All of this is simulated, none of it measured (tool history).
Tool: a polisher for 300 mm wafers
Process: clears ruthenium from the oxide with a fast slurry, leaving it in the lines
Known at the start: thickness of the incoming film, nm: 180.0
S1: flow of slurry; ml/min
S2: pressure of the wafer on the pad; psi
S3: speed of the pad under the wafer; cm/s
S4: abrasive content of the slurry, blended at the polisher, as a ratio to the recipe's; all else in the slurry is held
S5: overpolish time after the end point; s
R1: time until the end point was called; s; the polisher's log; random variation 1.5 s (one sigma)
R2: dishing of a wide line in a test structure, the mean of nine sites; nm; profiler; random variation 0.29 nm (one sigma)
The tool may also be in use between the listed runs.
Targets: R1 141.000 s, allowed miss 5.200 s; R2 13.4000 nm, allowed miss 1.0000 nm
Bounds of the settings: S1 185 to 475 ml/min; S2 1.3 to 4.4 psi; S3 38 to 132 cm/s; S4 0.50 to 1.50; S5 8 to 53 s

run,hour,S1,S2,S3,S4,S5,R1,R2
1,0.0,305,2.8,84,1.00,27,59.562,63.1620
2,3.7,305,2.5,76,1.00,23,71.368,47.4770
3,12.0,305,2.5,76,1.00,32,70.288,63.6850
4,19.4,305,2.3,68,1.00,26,84.442,43.1270
5,26.3,310,2.1,62,1.05,22,95.942,33.8370
6,28.6,310,2.1,62,1.05,28,96.209,42.2170
7,37.6,300,2.1,58,0.95,23,108.880,31.9880
8,43.0,310,1.9,56,1.00,20,119.170,26.5800
9,47.2,395,1.3,54,1.20,8,149.150,8.5268
10,50.1,395,1.3,54,1.20,8,148.480,8.5005
11,53.1,365,1.3,54,1.20,9,151.200,9.7007
12,58.3,350,1.4,54,1.20,9,142.840,9.8346
13,66.8,345,1.4,54,1.15,10,145.980,10.8060
14,71.9,335,1.4,54,1.15,10,145.710,11.3530

Which of these 4 next moves meets every target?
A,77.0,410,1.4,58,1.00,12,?,?
B,77.0,320,1.3,52,1.25,14,?,?
C,77.0,365,1.3,52,1.10,12,?,?
D,77.0,375,1.3,52,1.20,11,?,?

move,R1,R2
A,138.530,13.0570
B,150.870,13.9600
C,157.110,11.5490
D,151.340,11.0020
A: meets every target
B: brings the result that was furthest off to its target, and leaves another outside
C: further off than the last run
D: further off than the last run
The right move is A.

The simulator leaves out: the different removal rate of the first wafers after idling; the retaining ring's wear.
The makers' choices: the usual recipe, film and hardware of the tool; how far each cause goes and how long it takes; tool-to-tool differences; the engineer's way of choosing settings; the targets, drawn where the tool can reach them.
